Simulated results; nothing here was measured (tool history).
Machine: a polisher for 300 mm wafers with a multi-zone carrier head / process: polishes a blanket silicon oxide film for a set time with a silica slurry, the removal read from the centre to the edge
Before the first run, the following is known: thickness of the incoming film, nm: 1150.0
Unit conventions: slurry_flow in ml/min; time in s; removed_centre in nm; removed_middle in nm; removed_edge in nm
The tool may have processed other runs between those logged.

Run 1, hour 0: slurry_flow 265 ml/min, centre_zone 1, middle_zone 1, edge_zone 1, slurry_solids 1, time 68 s. Result: removed_centre 267.94 nm, removed_middle 268.52 nm, removed_edge 264.21 nm.
Run 2, hour 1: slurry_flow 265 ml/min, centre_zone 1, middle_zone 0.96, edge_zone 1, slurry_solids 1, time 68 s. Result: removed_centre 267.99 nm, removed_middle 255.52 nm, removed_edge 261.82 nm.
Run 3, hour 4: slurry_flow 265 ml/min, centre_zone 1.08, middle_zone 0.96, edge_zone 1, slurry_solids 1, time 68 s. Result: removed_centre 285.46 nm, removed_middle 257.28 nm, removed_edge 262.86 nm.
Run 4, hour 7.9: slurry_flow 205 ml/min, centre_zone 1.08, middle_zone 0.96, edge_zone 1, slurry_solids 1, time 68 s. Result: removed_centre 271.57 nm, removed_middle 249.02 nm, removed_edge 253.25 nm.
Run 5, hour 8.6: slurry_flow 225 ml/min, centre_zone 1.07, middle_zone 0.98, edge_zone 1.02, slurry_solids 1, time 68 s. Result: removed_centre 274.22 nm, removed_middle 256.46 nm, removed_edge 253.24 nm.
Run 6, hour 17.6: slurry_flow 225 ml/min, centre_zone 1.15, middle_zone 0.98, edge_zone 1.02, slurry_solids 1, time 68 s. Result: removed_centre 288.84 nm, removed_middle 255.29 nm, removed_edge 258.47 nm.
Run 7, hour 19.5: slurry_flow 240 ml/min, centre_zone 1.13, middle_zone 1, edge_zone 1.04, slurry_solids 1, time 68 s. Result: removed_centre 289.87 nm, removed_middle 261.33 nm, removed_edge 267.18 nm.
Run 8, hour 25.9: slurry_flow 255 ml/min, centre_zone 1.12, middle_zone 1.03, edge_zone 1.05, slurry_solids 1, time 68 s. Result: removed_centre 286.75 nm, removed_middle 271.07 nm, removed_edge 270.34 nm.
Run 9, hour 28.9: slurry_flow 270 ml/min, centre_zone 1.12, middle_zone 1.05, edge_zone 1.06, slurry_solids 1, time 68 s. Result: removed_centre 286.62 nm, removed_middle 276.77 nm, removed_edge 266.52 nm.
Run 10, hour 33.9: slurry_flow 280 ml/min, centre_zone 1.11, middle_zone 1.06, edge_zone 1.08, slurry_solids 1, time 68 s. Result: removed_centre 293.92 nm, removed_middle 283.65 nm, removed_edge 270.48 nm.
Run 11, hour 35.7: slurry_flow 280 ml/min, centre_zone 1.08, middle_zone 1.06, edge_zone 1.1, slurry_solids 1.05, time 68 s. Result: removed_centre 290.08 nm, removed_middle 291.55 nm, removed_edge 276.29 nm.

What will run 12 give?
Run 12, hour 41.2: slurry_flow 285 ml/min, centre_zone 1.06, middle_zone 1.06, edge_zone 1.11, slurry_solids 1.05, time 68 s. Result: removed_centre ?, removed_middle ?, removed_edge ?.

Run 12 produced removed_centre 292.87 nm, removed_middle 285.68 nm, removed_edge 282.64 nm.
